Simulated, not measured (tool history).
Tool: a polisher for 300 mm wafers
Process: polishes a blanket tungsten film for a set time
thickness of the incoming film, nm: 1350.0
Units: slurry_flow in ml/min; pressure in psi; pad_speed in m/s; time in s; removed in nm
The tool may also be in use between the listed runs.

| run | hour | slurry_flow | pressure | pad_speed | slurry_solids | time | removed |
|---|---|---|---|---|---|---|---|
| 1 | 0.0 | 175 | 4.1 | 1.06 | 1.0 | 45 | 219.21 |
| 2 | 4.7 | 195 | 4.1 | 1.06 | 1.0 | 45 | 228.54 |
| 3 | 12.5 | 185 | 3.8 | 1.04 | 1.0 | 45 | 202.94 |
| 4 | 21.4 | 175 | 3.5 | 1.04 | 1.0 | 45 | 184.40 |
| 5 | 24.3 | 175 | 3.5 | 1.14 | 1.0 | 45 | 204.28 |
| 6 | 32.0 | 155 | 3.5 | 1.14 | 1.0 | 45 | 197.70 |
| 7 | 37.4 | 150 | 3.3 | 1.12 | 1.0 | 45 | 184.22 |
| 8 | 41.2 | 145 | 3.1 | 1.10 | 1.0 | 45 | 169.37 |
| 9 | 44.6 | 140 | 2.9 | 1.08 | 1.0 | 45 | 156.39 |

Forecast run 10:
| 10 | 48.9 | 135 | 2.7 | 1.08 | 1.0 | 45 | ? |

{"run 10": {"removed": 142.2}}
